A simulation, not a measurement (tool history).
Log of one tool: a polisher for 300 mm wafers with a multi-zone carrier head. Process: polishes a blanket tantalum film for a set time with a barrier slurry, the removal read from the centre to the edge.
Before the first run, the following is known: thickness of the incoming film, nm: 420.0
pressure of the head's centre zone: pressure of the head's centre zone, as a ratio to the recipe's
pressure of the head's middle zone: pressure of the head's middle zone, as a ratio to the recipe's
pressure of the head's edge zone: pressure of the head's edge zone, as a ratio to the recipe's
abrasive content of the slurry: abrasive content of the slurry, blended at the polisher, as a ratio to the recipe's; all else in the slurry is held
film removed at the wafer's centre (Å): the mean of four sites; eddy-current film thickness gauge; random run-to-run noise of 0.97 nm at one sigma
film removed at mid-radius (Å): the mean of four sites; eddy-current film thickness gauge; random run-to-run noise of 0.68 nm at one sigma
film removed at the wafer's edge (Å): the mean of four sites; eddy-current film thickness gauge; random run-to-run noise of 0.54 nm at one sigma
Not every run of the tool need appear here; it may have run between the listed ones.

run,hour,flow of slurry (ml/min),pressure of the head's centre zone,pressure of the head's middle zone,pressure of the head's edge zone,abrasive content of the slurry,polishing time (s),film removed at the wafer's centre (Å),film removed at mid-radius (Å),film removed at the wafer's edge (Å)
1,0.0,260,1.00,1.00,1.00,1.00,34,403.50,412.50,388.72
2,6.0,260,1.00,1.00,1.00,1.00,26,312.41,310.82,298.83
3,9.9,260,0.95,1.00,1.00,1.00,26,295.95,315.06,295.39
4,10.5,265,0.97,1.01,1.02,1.05,28,325.08,344.44,331.08
5,16.8,265,0.97,1.01,1.09,1.05,28,329.81,347.85,338.42
6,25.0,300,0.97,1.01,1.09,1.05,28,326.11,354.71,343.02
7,28.1,300,0.99,1.01,1.10,1.10,30,374.40,386.11,375.95
8,35.6,305,1.01,1.03,1.18,1.35,40,521.54,553.34,551.31
9,42.0,310,1.03,1.03,1.18,1.35,40,541.78,538.14,556.12
10,48.6,315,1.04,1.04,1.18,1.35,40,524.49,552.46,553.99
11,55.5,310,1.05,1.04,1.17,1.35,41,549.06,561.86,576.10
12,59.7,315,1.07,1.04,1.14,1.35,41,574.41,564.23,549.53
13,65.6,315,1.08,1.04,1.14,1.35,41,564.79,567.26,552.65
14,70.7,315,1.09,1.04,1.14,1.35,41,564.91,578.43,565.53

Run 15, settings as shown, results not yet in. Your forecast:
15,72.2,320,1.10,1.03,1.14,1.35,41,?,?,?

Logged for run 15: film removed at the wafer's centre (Å) 582.49, film removed at mid-radius (Å) 565.39, film removed at the wafer's edge (Å) 560.59.
